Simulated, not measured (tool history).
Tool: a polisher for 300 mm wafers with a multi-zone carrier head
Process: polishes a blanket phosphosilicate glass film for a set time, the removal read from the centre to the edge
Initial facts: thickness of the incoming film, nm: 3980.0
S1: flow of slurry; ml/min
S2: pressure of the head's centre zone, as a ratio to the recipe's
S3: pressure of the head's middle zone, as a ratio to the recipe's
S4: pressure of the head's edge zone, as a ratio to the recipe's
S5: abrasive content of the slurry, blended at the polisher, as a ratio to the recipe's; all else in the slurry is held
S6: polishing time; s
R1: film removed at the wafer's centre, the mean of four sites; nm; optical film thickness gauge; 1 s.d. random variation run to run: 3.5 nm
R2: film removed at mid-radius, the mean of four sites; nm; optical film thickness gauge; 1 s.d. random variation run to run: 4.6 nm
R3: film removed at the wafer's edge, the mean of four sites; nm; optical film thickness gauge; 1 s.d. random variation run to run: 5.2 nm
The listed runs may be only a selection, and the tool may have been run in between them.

run  hour   S1    S2    S3    S4    S5  S6      R1      R2      R3
  1   0.0  285  1.00  1.00  1.00  1.00  54  437.36  436.58  420.27
  2   1.6  285  1.00  0.99  0.98  0.95  54  421.23  425.53  394.37
  3   7.3  285  1.00  0.96  0.98  0.95  54  417.83  422.66  411.41
  4  13.5  285  1.01  0.96  0.97  0.90  54  414.29  415.30  398.19
  5  17.9  285  1.01  0.96  0.97  1.05  54  446.28  441.42  422.07
  6  21.2  285  0.97  0.96  0.97  1.05  54  436.84  441.96  418.29
  7  24.0  285  0.96  0.89  0.87  0.80  53  358.34  347.10  345.54

Estimate the outcome of run 8 from the log above:
     26.2  -- edge zone pressure recalibrated
  8  26.2  290  0.97  0.90  0.87  0.80  53   ?   ?   ?

R1: 362.59 nm
R2: 350.72 nm
R3: 354.71 nm
